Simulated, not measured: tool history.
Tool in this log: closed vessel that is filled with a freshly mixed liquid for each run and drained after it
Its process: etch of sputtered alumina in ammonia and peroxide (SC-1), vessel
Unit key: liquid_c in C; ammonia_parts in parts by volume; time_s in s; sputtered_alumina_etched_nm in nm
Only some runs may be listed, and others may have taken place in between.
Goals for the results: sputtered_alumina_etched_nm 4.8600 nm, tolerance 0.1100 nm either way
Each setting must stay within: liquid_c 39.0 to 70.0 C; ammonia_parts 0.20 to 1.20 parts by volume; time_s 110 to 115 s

run 1 day=0.000 | liquid_c=55.0 ammonia_parts=0.90 time_s=110 | sputtered_alumina_etched_nm=8.7997
run 2 day=0.133 | liquid_c=58.0 ammonia_parts=0.90 time_s=110 | sputtered_alumina_etched_nm=10.2030
run 3 day=0.192 | liquid_c=58.0 ammonia_parts=0.80 time_s=110 | sputtered_alumina_etched_nm=9.9722
run 4 day=0.479 | liquid_c=54.5 ammonia_parts=0.80 time_s=110 | sputtered_alumina_etched_nm=8.4180
run 5 day=0.771 | liquid_c=54.5 ammonia_parts=0.50 time_s=110 | sputtered_alumina_etched_nm=7.9728
run 6 day=1.112 | liquid_c=52.0 ammonia_parts=0.50 time_s=110 | sputtered_alumina_etched_nm=6.9859
run 7 day=1.408 | liquid_c=50.5 ammonia_parts=0.50 time_s=110 | sputtered_alumina_etched_nm=6.4909
run 8 day=1.642 | liquid_c=49.0 ammonia_parts=0.50 time_s=110 | sputtered_alumina_etched_nm=5.9092
run 9 day=1.850 | liquid_c=48.0 ammonia_parts=0.50 time_s=110 | sputtered_alumina_etched_nm=5.6450
run 10 day=1.888 | liquid_c=47.5 ammonia_parts=0.50 time_s=110 | sputtered_alumina_etched_nm=5.4157
run 11 day=2.112 | liquid_c=47.0 ammonia_parts=0.50 time_s=110 | sputtered_alumina_etched_nm=5.3644
run 12 day=2.446 | liquid_c=46.5 ammonia_parts=0.50 time_s=110 | sputtered_alumina_etched_nm=5.1857
run 13 day=2.517 | liquid_c=46.0 ammonia_parts=0.50 time_s=110 | sputtered_alumina_etched_nm=5.0503

Exactly one of the 4 candidate moves below puts every result within its allowed miss. Which one?
run A day=2.588 | liquid_c=46.5 ammonia_parts=0.50 time_s=115 | sputtered_alumina_etched_nm=?
run B day=2.588 | liquid_c=47.5 ammonia_parts=0.35 time_s=110 | sputtered_alumina_etched_nm=?
run C day=2.588 | liquid_c=46.0 ammonia_parts=0.55 time_s=115 | sputtered_alumina_etched_nm=?
run D day=2.588 | liquid_c=45.0 ammonia_parts=0.40 time_s=115 | sputtered_alumina_etched_nm=?

move=A sputtered_alumina_etched_nm=5.3614
move=B sputtered_alumina_etched_nm=5.2409
move=C sputtered_alumina_etched_nm=5.2610
move=D sputtered_alumina_etched_nm=4.8248
A: misses by more than the last run did
B: misses by more than the last run did
C: misses by more than the last run did
D: hits every target within its allowed miss
D is the move that brings every result within its allowed miss.

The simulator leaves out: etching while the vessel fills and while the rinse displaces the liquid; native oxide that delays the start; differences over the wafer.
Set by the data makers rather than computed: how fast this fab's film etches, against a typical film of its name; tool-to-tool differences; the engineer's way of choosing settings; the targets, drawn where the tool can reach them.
